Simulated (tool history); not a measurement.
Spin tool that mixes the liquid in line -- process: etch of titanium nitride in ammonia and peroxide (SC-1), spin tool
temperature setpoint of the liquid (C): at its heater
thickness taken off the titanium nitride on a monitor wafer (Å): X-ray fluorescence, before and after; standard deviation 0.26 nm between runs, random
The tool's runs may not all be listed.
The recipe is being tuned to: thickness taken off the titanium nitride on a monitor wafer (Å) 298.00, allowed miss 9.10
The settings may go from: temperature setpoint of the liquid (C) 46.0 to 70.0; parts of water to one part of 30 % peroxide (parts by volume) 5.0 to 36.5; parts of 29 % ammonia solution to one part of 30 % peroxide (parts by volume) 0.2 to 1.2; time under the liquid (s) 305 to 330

| run | hour | temperature setpoint of the liquid (C) | parts of water to one part of 30 % peroxide (parts by volume) | parts of 29 % ammonia solution to one part of 30 % peroxide (parts by volume) | time under the liquid (s) | thickness taken off the titanium nitride on a monitor wafer (Å) |
|---|---|---|---|---|---|---|
| 1 | 0.0 | 62.0 | 20.5 | 1.0 | 305 | 169.27 |
| 2 | 7.4 | 62.0 | 20.5 | 0.9 | 305 | 163.86 |
| 3 | 15.8 | 62.0 | 20.5 | 0.9 | 330 | 180.84 |
| 4 | 20.2 | 62.0 | 15.5 | 0.9 | 330 | 214.27 |
| 5 | 28.8 | 63.0 | 15.5 | 0.9 | 330 | 226.92 |
| 6 | 32.7 | 63.5 | 15.5 | 0.9 | 330 | 234.98 |
| 7 | 41.4 | 64.0 | 15.5 | 0.9 | 330 | 241.72 |
| 8 | 43.4 | 64.5 | 15.5 | 0.9 | 330 | 248.19 |
| 9 | 49.2 | 68.0 | 15.5 | 0.9 | 330 | 309.35 |

Consider the 5 candidate settings below. Which is the only one whose results all fall within their allowed miss of target?
| A | 55.0 | 68.5 | 14.0 | 0.8 | 325 | ? |
| B | 55.0 | 65.5 | 10.5 | 0.6 | 305 | ? |
| C | 55.0 | 68.0 | 16.5 | 0.9 | 305 | ? |
| D | 55.0 | 67.5 | 15.5 | 1.0 | 325 | ? |
| E | 55.0 | 68.0 | 20.0 | 1.0 | 330 | ? |

| move | thickness taken off the titanium nitride on a monitor wafer (Å) |
|---|---|
| A | 326.51 |
| B | 281.13 |
| C | 277.52 |
| D | 301.65 |
| E | 275.48 |
A: lands further from the targets than the last run did
B: the result that was furthest off in the last run now lies on the other side of its target
C: the result that was furthest off in the last run now lies on the other side of its target
D: each result inside its tolerance
E: the result that was furthest off in the last run now lies on the other side of its target
The move that meets every target is D.

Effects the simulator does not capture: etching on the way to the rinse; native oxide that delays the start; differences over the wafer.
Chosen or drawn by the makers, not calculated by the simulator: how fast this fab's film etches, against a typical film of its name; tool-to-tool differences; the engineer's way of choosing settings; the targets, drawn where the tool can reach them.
